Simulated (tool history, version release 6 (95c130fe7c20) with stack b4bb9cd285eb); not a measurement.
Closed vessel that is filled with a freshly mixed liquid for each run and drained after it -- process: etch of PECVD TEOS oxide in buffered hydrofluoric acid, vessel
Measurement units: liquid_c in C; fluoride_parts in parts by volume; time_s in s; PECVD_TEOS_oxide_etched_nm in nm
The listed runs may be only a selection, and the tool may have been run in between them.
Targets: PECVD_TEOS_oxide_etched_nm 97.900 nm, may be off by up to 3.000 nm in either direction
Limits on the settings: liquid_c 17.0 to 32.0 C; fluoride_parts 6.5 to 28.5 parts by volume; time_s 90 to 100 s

Run 1, hour 0.0: liquid_c 25.0 C, fluoride_parts 17.5 parts by volume, time_s 90 s. Result: PECVD_TEOS_oxide_etched_nm 130.980 nm.
Run 2, hour 5.9: liquid_c 24.0 C, fluoride_parts 17.5 parts by volume, time_s 90 s. Result: PECVD_TEOS_oxide_etched_nm 125.660 nm.
Run 3, hour 12.4: liquid_c 24.0 C, fluoride_parts 17.5 parts by volume, time_s 90 s. Result: PECVD_TEOS_oxide_etched_nm 124.540 nm.
Run 4, hour 18.4: liquid_c 23.0 C, fluoride_parts 17.5 parts by volume, time_s 90 s. Result: PECVD_TEOS_oxide_etched_nm 115.620 nm.
Run 5, hour 22.7: liquid_c 22.5 C, fluoride_parts 17.5 parts by volume, time_s 90 s. Result: PECVD_TEOS_oxide_etched_nm 114.790 nm.
Run 6, hour 28.4: liquid_c 22.0 C, fluoride_parts 17.5 parts by volume, time_s 90 s. Result: PECVD_TEOS_oxide_etched_nm 111.670 nm.
Run 7, hour 33.3: liquid_c 21.5 C, fluoride_parts 17.5 parts by volume, time_s 90 s. Result: PECVD_TEOS_oxide_etched_nm 110.890 nm.
Run 8, hour 40.7: liquid_c 21.0 C, fluoride_parts 17.5 parts by volume, time_s 90 s. Result: PECVD_TEOS_oxide_etched_nm 106.580 nm.
Run 9, hour 45.9: liquid_c 20.5 C, fluoride_parts 17.5 parts by volume, time_s 90 s. Result: PECVD_TEOS_oxide_etched_nm 101.590 nm.

Below are 5 possible settings for the next run. Only one of them brings all results inside the allowed miss of their targets. Which is it?
Run A, hour 51.1: liquid_c 19.5 C, fluoride_parts 17.5 parts by volume, time_s 100 s. Result: PECVD_TEOS_oxide_etched_nm ?.
Run B, hour 51.1: liquid_c 20.5 C, fluoride_parts 17.0 parts by volume, time_s 90 s. Result: PECVD_TEOS_oxide_etched_nm ?.
Run C, hour 51.1: liquid_c 20.0 C, fluoride_parts 17.0 parts by volume, time_s 95 s. Result: PECVD_TEOS_oxide_etched_nm ?.
Run D, hour 51.1: liquid_c 22.0 C, fluoride_parts 23.5 parts by volume, time_s 100 s. Result: PECVD_TEOS_oxide_etched_nm ?.
Run E, hour 51.1: liquid_c 24.0 C, fluoride_parts 20.5 parts by volume, time_s 90 s. Result: PECVD_TEOS_oxide_etched_nm ?.

move  PECVD_TEOS_oxide_etched_nm
   A                     108.260
   B                     106.050
   C                     108.850
   D                      97.635
   E                     107.790
A: lands further from the targets than the last run did
B: lands further from the targets than the last run did
C: lands further from the targets than the last run did
D: all results land within tolerance of their targets
E: lands further from the targets than the last run did
Move D is the one to make.

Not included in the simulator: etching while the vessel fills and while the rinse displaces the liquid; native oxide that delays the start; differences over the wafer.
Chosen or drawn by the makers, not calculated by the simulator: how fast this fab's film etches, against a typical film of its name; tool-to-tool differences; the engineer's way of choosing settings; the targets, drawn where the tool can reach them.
